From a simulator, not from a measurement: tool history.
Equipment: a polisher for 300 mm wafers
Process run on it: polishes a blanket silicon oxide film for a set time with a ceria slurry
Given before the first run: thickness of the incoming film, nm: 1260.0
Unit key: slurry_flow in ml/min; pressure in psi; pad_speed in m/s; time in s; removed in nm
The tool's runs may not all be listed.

{"run": 1, "hour": 0.0, "slurry_flow": 310, "pressure": 2.5, "pad_speed": 1.1, "time": 98, "removed": 327.09}
{"run": 2, "hour": 7.3, "slurry_flow": 310, "pressure": 2.4, "pad_speed": 1.1, "time": 98, "removed": 319.18}
{"run": 3, "hour": 9.6, "slurry_flow": 310, "pressure": 2.3, "pad_speed": 1.1, "time": 98, "removed": 307.08}
{"run": 4, "hour": 16.6, "slurry_flow": 310, "pressure": 2.6, "pad_speed": 1.1, "time": 98, "removed": 332.9}
{"run": 5, "hour": 22.0, "slurry_flow": 310, "pressure": 2.9, "pad_speed": 1.1, "time": 98, "removed": 356.99}
{"run": 6, "hour": 30.3, "slurry_flow": 310, "pressure": 2.7, "pad_speed": 1.1, "time": 98, "removed": 341.14}
{"run": 7, "hour": 36.1, "slurry_flow": 310, "pressure": 2.5, "pad_speed": 1.1, "time": 98, "removed": 324.14}
{"run": 8, "hour": 40.5, "slurry_flow": 310, "pressure": 2.4, "pad_speed": 1.1, "time": 98, "removed": 313.57}

What will run 9 give?
{"run": 9, "hour": 42.2, "slurry_flow": 310, "pressure": 2.3, "pad_speed": 1.1, "time": 98, "removed": "?"}

removed: 308.40 nm
